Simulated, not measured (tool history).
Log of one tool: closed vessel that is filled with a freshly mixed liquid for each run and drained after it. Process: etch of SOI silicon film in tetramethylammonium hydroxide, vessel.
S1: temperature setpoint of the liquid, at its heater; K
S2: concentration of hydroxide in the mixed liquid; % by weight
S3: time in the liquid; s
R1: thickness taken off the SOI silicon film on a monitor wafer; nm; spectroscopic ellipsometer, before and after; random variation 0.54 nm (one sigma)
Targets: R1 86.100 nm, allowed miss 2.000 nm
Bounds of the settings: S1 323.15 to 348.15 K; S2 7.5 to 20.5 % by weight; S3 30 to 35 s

{"run": 1, "hour": 0.0, "S1": 335.15, "S2": 14.0, "S3": 35, "R1": 137.1}
{"run": 2, "hour": 4.3, "S1": 335.15, "S2": 11.5, "S3": 35, "R1": 150.46}
{"run": 3, "hour": 10.9, "S1": 333.15, "S2": 11.5, "S3": 35, "R1": 130.93}
{"run": 4, "hour": 15.2, "S1": 331.65, "S2": 11.5, "S3": 35, "R1": 120.12}
{"run": 5, "hour": 23.9, "S1": 330.15, "S2": 11.5, "S3": 35, "R1": 108.47}
{"run": 6, "hour": 31.1, "S1": 330.15, "S2": 11.5, "S3": 35, "R1": 109.81}
{"run": 7, "hour": 37.4, "S1": 329.15, "S2": 11.5, "S3": 35, "R1": 103.33}
{"run": 8, "hour": 44.6, "S1": 328.65, "S2": 11.5, "S3": 35, "R1": 98.278}
{"run": 9, "hour": 47.4, "S1": 328.15, "S2": 11.5, "S3": 35, "R1": 95.857}
{"run": 10, "hour": 54.1, "S1": 327.65, "S2": 11.5, "S3": 35, "R1": 92.779}
{"run": 11, "hour": 55.0, "S1": 327.15, "S2": 11.5, "S3": 35, "R1": 90.481}

4 next moves are on the table. One of them brings every result within its allowed miss. Which?
{"run": "A", "hour": 55.9, "S1": 328.15, "S2": 12.0, "S3": 35, "R1": "?"}
{"run": "B", "hour": 55.9, "S1": 327.15, "S2": 9.5, "S3": 30, "R1": "?"}
{"run": "C", "hour": 55.9, "S1": 325.15, "S2": 9.0, "S3": 35, "R1": "?"}
{"run": "D", "hour": 55.9, "S1": 329.65, "S2": 11.5, "S3": 30, "R1": "?"}

move=A R1=93.704
move=B R1=82.061
move=C R1=85.724
move=D R1=89.955
A: further off than the last run
B: takes the result that was furthest off past its target
C: meets every target
D: nearer than the last run, and not there yet
Answer: C
